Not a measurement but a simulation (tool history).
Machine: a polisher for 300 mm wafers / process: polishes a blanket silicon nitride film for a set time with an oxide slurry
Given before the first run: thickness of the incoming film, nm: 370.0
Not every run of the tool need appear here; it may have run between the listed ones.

run  hour  flow of slurry (ml/min)  pressure of the wafer on the pad (kPa)  speed of the pad under the wafer (cm/s)  abrasive content of the slurry  polishing time (s)  film removed (angstrom)
  1   0.0                      250                                    32.4                                      136                            1.00                  26                   209.03
  2   8.9                      250                                    32.4                                      136                            1.00                  26                   208.55
  3  16.2                      250                                    32.4                                      136                            1.15                  26                   218.28
  4  20.4                      250                                    29.6                                      134                            1.15                  26                   200.15
  5  23.5                      290                                    29.6                                      134                            1.15                  26                   207.90
  6  30.0                      290                                    29.6                                      114                            1.15                  26                   180.20
  7  35.4                      290                                    28.3                                      114                            1.15                  26                   169.02
  8  36.3                      285                                    27.6                                      114                            1.15                  26                   167.01
  9  43.7                      285                                    26.9                                      114                            1.15                  26                   163.07
 10  46.8                      285                                    26.9                                      114                            1.15                  26                   163.82
 11  54.8                      285                                    26.2                                      114                            1.15                  26                   165.15
 12  63.6                      285                                    26.2                                      114                            1.15                  26                   161.68
     70.0  -- head pressure recalibrated
 13  70.0                      285                                    25.5                                      114                            1.15                  26                   169.73
 14  72.2                      285                                    19.3                                      110                            1.15                  26                   129.59

Run 15 has not been measured yet. What should we expect?
 15  76.8                      285                                    20.0                                      110                            1.15                  26                        ?

{"run 15": {"film removed (angstrom)": 136.08}}
